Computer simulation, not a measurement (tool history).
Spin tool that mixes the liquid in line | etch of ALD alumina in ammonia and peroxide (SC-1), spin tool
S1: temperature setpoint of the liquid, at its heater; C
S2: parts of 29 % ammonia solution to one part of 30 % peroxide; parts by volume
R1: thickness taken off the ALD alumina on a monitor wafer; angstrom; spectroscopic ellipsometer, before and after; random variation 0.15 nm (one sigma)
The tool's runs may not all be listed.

{"run": 1, "hour": 0.0, "S1": 52.0, "S2": 0.4, "time under the liquid (s)": 275, "R1": 137.25}
{"run": 2, "hour": 8.8, "S1": 48.5, "S2": 0.4, "time under the liquid (s)": 275, "R1": 113.89}
{"run": 3, "hour": 17.8, "S1": 44.0, "S2": 0.4, "time under the liquid (s)": 275, "R1": 88.194}
{"run": 4, "hour": 21.5, "S1": 47.5, "S2": 0.4, "time under the liquid (s)": 275, "R1": 107.55}
{"run": 5, "hour": 29.6, "S1": 50.0, "S2": 0.4, "time under the liquid (s)": 275, "R1": 123.99}
{"run": 6, "hour": 38.3, "S1": 52.0, "S2": 0.4, "time under the liquid (s)": 275, "R1": 137.21}
{"run": 7, "hour": 42.8, "S1": 54.0, "S2": 0.4, "time under the liquid (s)": 275, "R1": 153.95}
{"run": 8, "hour": 43.7, "S1": 55.5, "S2": 0.4, "time under the liquid (s)": 275, "R1": 166.84}
{"hour": 45.9, "done": "ammonia flow meter replaced"}
{"run": 9, "hour": 45.9, "S1": 56.5, "S2": 0.4, "time under the liquid (s)": 275, "R1": 175.09}
{"run": 10, "hour": 46.8, "S1": 57.5, "S2": 0.4, "time under the liquid (s)": 275, "R1": 183.17}
{"run": 11, "hour": 51.1, "S1": 58.5, "S2": 0.4, "time under the liquid (s)": 275, "R1": 191.2}

Run 12 comes next. What will it give?
{"run": 12, "hour": 59.3, "S1": 63.5, "S2": 0.4, "time under the liquid (s)": 275, "R1": "?"}

R1: 250.640 angstrom
